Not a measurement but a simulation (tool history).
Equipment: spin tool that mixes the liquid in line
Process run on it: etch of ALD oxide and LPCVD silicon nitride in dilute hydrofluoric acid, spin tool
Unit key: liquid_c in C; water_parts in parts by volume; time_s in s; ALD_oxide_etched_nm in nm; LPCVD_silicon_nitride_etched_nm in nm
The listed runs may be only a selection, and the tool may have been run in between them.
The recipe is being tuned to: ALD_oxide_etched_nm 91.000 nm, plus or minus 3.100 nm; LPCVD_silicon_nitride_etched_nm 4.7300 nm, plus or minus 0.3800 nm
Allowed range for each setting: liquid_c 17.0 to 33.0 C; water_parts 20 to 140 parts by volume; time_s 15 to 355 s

run	day	liquid_c	water_parts	time_s	ALD_oxide_etched_nm	LPCVD_silicon_nitride_etched_nm
1	0.000	25.0	75	180	23.766	1.1697
2	0.346	25.0	60	180	30.937	1.5099
3	0.392	25.0	60	130	22.085	1.0951
4	0.471	25.0	75	130	17.604	0.8706
5	0.592	25.0	75	180	23.851	1.1966
6	0.871	28.0	75	180	27.099	1.4547
7	1.033	28.5	60	190	37.797	2.0195
8	1.308	29.0	50	195	47.216	2.5853
9	1.517	29.0	45	200	53.448	2.9000
10	1.679	29.0	40	205	63.067	3.4078
11	1.725	29.0	35	205	72.421	3.7168
12	1.750	29.5	35	205	74.931	4.0484
13	2.033	29.5	30	205	87.535	4.4392

4 candidate next runs follow, results not yet known. Just one meets every target within its allowed miss. Identify it.
A	2.317	24.5	30	255	?	?
B	2.317	31.0	45	285	?	?
C	2.317	30.0	35	225	?	?
D	2.317	30.0	25	170	?	?

move	ALD_oxide_etched_nm	LPCVD_silicon_nitride_etched_nm
A	89.237	4.1118
B	84.566	4.7502
C	83.830	4.5011
D	90.088	4.7183
A: meets the target for the result that was furthest off, but another lies outside its allowed miss
B: its largest miss is bigger than the last run's
C: its largest miss is bigger than the last run's
D: all results land within tolerance of their targets
The move that meets every target is D.
